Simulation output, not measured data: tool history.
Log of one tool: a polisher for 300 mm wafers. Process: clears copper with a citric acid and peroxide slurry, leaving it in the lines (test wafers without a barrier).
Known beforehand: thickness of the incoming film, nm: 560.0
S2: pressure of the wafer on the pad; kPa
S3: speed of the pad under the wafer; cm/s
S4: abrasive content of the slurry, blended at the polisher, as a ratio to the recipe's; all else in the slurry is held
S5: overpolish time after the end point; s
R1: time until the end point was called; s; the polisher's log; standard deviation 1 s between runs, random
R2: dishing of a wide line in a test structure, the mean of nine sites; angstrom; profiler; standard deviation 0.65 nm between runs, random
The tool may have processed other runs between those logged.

run 1 hour=0 | flow_of_slurry_(ml/min)=290 S2=25.5 S3=142 S4=1 S5=13 | R1=123.26 R2=361.58
run 2 hour=6.4 | flow_of_slurry_(ml/min)=260 S2=25.5 S3=142 S4=1 S5=13 | R1=121.96 R2=359.94
run 3 hour=13.6 | flow_of_slurry_(ml/min)=260 S2=25.5 S3=142 S4=1 S5=14 | R1=125.3 R2=379.67
run 4 hour=18.2 | flow_of_slurry_(ml/min)=260 S2=25.5 S3=142 S4=1 S5=8 | R1=124.05 R2=231.93
run 5 hour=27 | flow_of_slurry_(ml/min)=260 S2=25.5 S3=116 S4=1 S5=8 | R1=149.98 R2=200.94
run 6 hour=28.9 | flow_of_slurry_(ml/min)=260 S2=22.1 S3=116 S4=1 S5=8 | R1=170.74 R2=181.88
run 7 hour=35.6 | flow_of_slurry_(ml/min)=260 S2=23.4 S3=116 S4=1 S5=9 | R1=159.56 R2=204.71
run 8 hour=37.8 | flow_of_slurry_(ml/min)=260 S2=24.8 S3=116 S4=1 S5=10 | R1=154.89 R2=234.65
run 9 hour=40.7 | flow_of_slurry_(ml/min)=260 S2=26.2 S3=116 S4=1 S5=11 | R1=150.19 R2=269.62

What will run 10 give?
run 10 hour=49.7 | flow_of_slurry_(ml/min)=260 S2=27.6 S3=116 S4=1 S5=11 | R1=? R2=?

R1: 142.46 s
R2: 276.68 angstrom
